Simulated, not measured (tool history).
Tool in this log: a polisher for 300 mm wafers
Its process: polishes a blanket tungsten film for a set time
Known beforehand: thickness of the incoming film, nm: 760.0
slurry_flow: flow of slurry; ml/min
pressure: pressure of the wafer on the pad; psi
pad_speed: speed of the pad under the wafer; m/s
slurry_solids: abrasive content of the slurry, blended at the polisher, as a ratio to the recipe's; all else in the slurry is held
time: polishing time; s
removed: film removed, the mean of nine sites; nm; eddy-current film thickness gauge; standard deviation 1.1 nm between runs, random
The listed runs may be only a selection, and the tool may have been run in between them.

run 1 day=0 | slurry_flow=255 pressure=3.5 pad_speed=0.9 slurry_solids=1 time=43 | removed=202.06
run 2 day=0.042 | slurry_flow=280 pressure=3.5 pad_speed=0.9 slurry_solids=1 time=43 | removed=202.05
run 3 day=0.279 | slurry_flow=280 pressure=3.5 pad_speed=0.9 slurry_solids=1.15 time=43 | removed=207.88
run 4 day=0.4 | slurry_flow=280 pressure=3.3 pad_speed=0.9 slurry_solids=1.15 time=43 | removed=196.8
run 5 day=0.438 | slurry_flow=315 pressure=3.3 pad_speed=0.9 slurry_solids=1.15 time=43 | removed=198.15
run 6 day=0.688 | slurry_flow=255 pressure=3.3 pad_speed=0.9 slurry_solids=1.15 time=43 | removed=194.4
run 7 day=0.721 | slurry_flow=250 pressure=3.2 pad_speed=0.9 slurry_solids=1.15 time=43 | removed=191.2

Run 8 has not been measured yet. What should we expect?
run 8 day=1.012 | slurry_flow=250 pressure=3.1 pad_speed=0.9 slurry_solids=1.15 time=43 | removed=?

removed: 183.29 nm

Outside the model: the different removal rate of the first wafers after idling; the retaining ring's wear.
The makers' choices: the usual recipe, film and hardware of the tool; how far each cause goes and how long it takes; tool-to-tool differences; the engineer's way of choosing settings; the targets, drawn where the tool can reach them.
